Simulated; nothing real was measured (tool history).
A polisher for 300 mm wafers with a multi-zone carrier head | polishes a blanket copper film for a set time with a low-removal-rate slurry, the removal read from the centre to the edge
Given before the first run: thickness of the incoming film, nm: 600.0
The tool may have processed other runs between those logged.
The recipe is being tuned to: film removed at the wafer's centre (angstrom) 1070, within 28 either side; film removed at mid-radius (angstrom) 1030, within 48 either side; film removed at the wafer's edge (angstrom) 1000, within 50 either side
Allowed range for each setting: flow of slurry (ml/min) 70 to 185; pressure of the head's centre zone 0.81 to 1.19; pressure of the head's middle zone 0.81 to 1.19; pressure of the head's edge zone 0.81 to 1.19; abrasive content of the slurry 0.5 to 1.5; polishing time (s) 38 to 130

| run | hour | flow of slurry (ml/min) | pressure of the head's centre zone | pressure of the head's middle zone | pressure of the head's edge zone | abrasive content of the slurry | polishing time (s) | film removed at the wafer's centre (angstrom) | film removed at mid-radius (angstrom) | film removed at the wafer's edge (angstrom) |
|---|---|---|---|---|---|---|---|---|---|---|
| 1 | 0 | 120 | 1 | 1 | 1 | 1 | 84 | 1318.5 | 1320.5 | 1313.1 |
| 2 | 0.5 | 135 | 1 | 1 | 1 | 1 | 84 | 1331.3 | 1342.3 | 1315.5 |
| 3 | 6.6 | 115 | 1 | 1 | 1 | 1 | 84 | 1300.2 | 1325.9 | 1281.9 |
| 4 | 13.3 | 115 | 1 | 1 | 1.07 | 1 | 84 | 1285.7 | 1309.4 | 1344 |
| 5 | 16.2 | 115 | 1 | 0.99 | 1.04 | 0.95 | 83 | 1262.3 | 1279.2 | 1247 |
| 6 | 17.4 | 115 | 1 | 0.99 | 1.04 | 0.8 | 83 | 1177.3 | 1202.3 | 1203.5 |
| 7 | 23.3 | 110 | 1 | 0.98 | 1.02 | 0.8 | 83 | 1165 | 1156.8 | 1204.3 |
| 8 | 31.7 | 110 | 1.01 | 0.99 | 1 | 0.75 | 82 | 1142.3 | 1161.6 | 1114.6 |
| 9 | 35.6 | 105 | 1.01 | 0.98 | 0.99 | 0.75 | 82 | 1146.1 | 1132.7 | 1096.2 |
| 10 | 41.1 | 105 | 1.01 | 0.98 | 0.99 | 0.75 | 82 | 1146.1 | 1122.4 | 1095.7 |
| 11 | 47.4 | 100 | 1.01 | 0.98 | 0.98 | 0.75 | 82 | 1129.7 | 1148.5 | 1117.3 |
| 12 | 50.6 | 100 | 1.01 | 0.97 | 0.97 | 0.75 | 82 | 1129.3 | 1141.4 | 1096.7 |
| 13 | 58.5 | 100 | 1.01 | 0.96 | 0.96 | 0.75 | 82 | 1125.5 | 1095.9 | 1087.4 |
| 14 | 60.4 | 100 | 1.01 | 0.96 | 0.95 | 0.75 | 82 | 1130.1 | 1100.4 | 1085.3 |
| 15 | 65.6 | 100 | 1.01 | 0.96 | 0.94 | 0.75 | 82 | 1129.7 | 1106.4 | 1085.1 |
| 16 | 71.4 | 100 | 1.01 | 0.96 | 0.93 | 0.75 | 82 | 1126.7 | 1108.9 | 1095.6 |

Pick the move, out of 5, that brings all results within their allowed miss; only one does.
| A | 77.2 | 100 | 0.91 | 0.91 | 0.96 | 0.8 | 89 | ? | ? | ? |
| B | 77.2 | 80 | 0.95 | 1.11 | 0.95 | 0.5 | 100 | ? | ? | ? |
| C | 77.2 | 105 | 1.09 | 1.03 | 1.07 | 0.5 | 85 | ? | ? | ? |
| D | 77.2 | 85 | 0.85 | 0.87 | 0.85 | 0.7 | 91 | ? | ? | ? |
| E | 77.2 | 70 | 1.03 | 0.81 | 0.95 | 0.85 | 90 | ? | ? | ? |

| move | film removed at the wafer's centre (angstrom) | film removed at mid-radius (angstrom) | film removed at the wafer's edge (angstrom) |
|---|---|---|---|
| A | 1120.4 | 1208.9 | 1227.1 |
| B | 1026.6 | 1254.7 | 1091.9 |
| C | 1061.6 | 1056.4 | 1013.9 |
| D | 983.56 | 1101.3 | 1113.7 |
| E | 1202.2 | 1060.1 | 1204.6 |
A: lands further from the targets than the last run did
B: carries the result that was furthest off beyond its target, to the other side
C: all results in spec
D: carries the result that was furthest off beyond its target, to the other side
E: lands further from the targets than the last run did
C meets every target.
